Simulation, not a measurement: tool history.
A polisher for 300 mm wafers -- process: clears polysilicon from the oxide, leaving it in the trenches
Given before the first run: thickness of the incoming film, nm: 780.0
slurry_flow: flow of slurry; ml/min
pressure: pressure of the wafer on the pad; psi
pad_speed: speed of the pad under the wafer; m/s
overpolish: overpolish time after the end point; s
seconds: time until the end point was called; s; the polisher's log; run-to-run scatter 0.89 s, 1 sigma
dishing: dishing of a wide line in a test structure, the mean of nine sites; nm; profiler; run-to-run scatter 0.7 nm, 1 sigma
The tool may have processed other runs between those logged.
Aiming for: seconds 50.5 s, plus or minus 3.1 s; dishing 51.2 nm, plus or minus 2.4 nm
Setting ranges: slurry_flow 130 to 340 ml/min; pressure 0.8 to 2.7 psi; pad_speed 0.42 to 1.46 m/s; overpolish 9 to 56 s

{"run": 1, "hour": 0.0, "slurry_flow": 220, "pressure": 1.7, "pad_speed": 0.94, "overpolish": 29, "seconds": 76.732, "dishing": 51.383}
{"run": 2, "hour": 7.2, "slurry_flow": 220, "pressure": 1.8, "pad_speed": 0.94, "overpolish": 27, "seconds": 71.347, "dishing": 50.711}
{"run": 3, "hour": 7.9, "slurry_flow": 220, "pressure": 1.8, "pad_speed": 0.94, "overpolish": 15, "seconds": 72.694, "dishing": 47.759}
{"run": 4, "hour": 15.0, "slurry_flow": 220, "pressure": 1.8, "pad_speed": 0.94, "overpolish": 9, "seconds": 73.782, "dishing": 41.617}
{"run": 5, "hour": 17.9, "slurry_flow": 190, "pressure": 1.8, "pad_speed": 0.94, "overpolish": 9, "seconds": 73.178, "dishing": 41.281}
{"run": 6, "hour": 19.3, "slurry_flow": 190, "pressure": 1.8, "pad_speed": 1.04, "overpolish": 9, "seconds": 66.034, "dishing": 41.974}
{"run": 7, "hour": 21.4, "slurry_flow": 195, "pressure": 1.9, "pad_speed": 1.04, "overpolish": 12, "seconds": 60.945, "dishing": 46.972}
{"run": 8, "hour": 27.6, "slurry_flow": 195, "pressure": 2, "pad_speed": 1.06, "overpolish": 12, "seconds": 58.974, "dishing": 46.344}

Which one of the following 5 next-run settings gets every result inside its allowed miss? There is exactly one.
{"run": "A", "hour": 33.8, "slurry_flow": 290, "pressure": 1.4, "pad_speed": 1.12, "overpolish": 9, "seconds": "?", "dishing": "?"}
{"run": "B", "hour": 33.8, "slurry_flow": 205, "pressure": 1.6, "pad_speed": 1.04, "overpolish": 16, "seconds": "?", "dishing": "?"}
{"run": "C", "hour": 33.8, "slurry_flow": 180, "pressure": 1.9, "pad_speed": 1.04, "overpolish": 19, "seconds": "?", "dishing": "?"}
{"run": "D", "hour": 33.8, "slurry_flow": 245, "pressure": 1.7, "pad_speed": 0.92, "overpolish": 27, "seconds": "?", "dishing": "?"}
{"run": "E", "hour": 33.8, "slurry_flow": 220, "pressure": 2, "pad_speed": 1.24, "overpolish": 22, "seconds": "?", "dishing": "?"}

move=A seconds=76.968 dishing=39.89
move=B seconds=75.776 dishing=47.412
move=C seconds=65.441 dishing=49.348
move=D seconds=78.642 dishing=49.868
move=E seconds=50.895 dishing=50.217
A: misses by more than the last run did
B: misses by more than the last run did
C: misses by more than the last run did
D: misses by more than the last run did
E: every result within its allowed miss
E is the move that brings every result within its allowed miss.
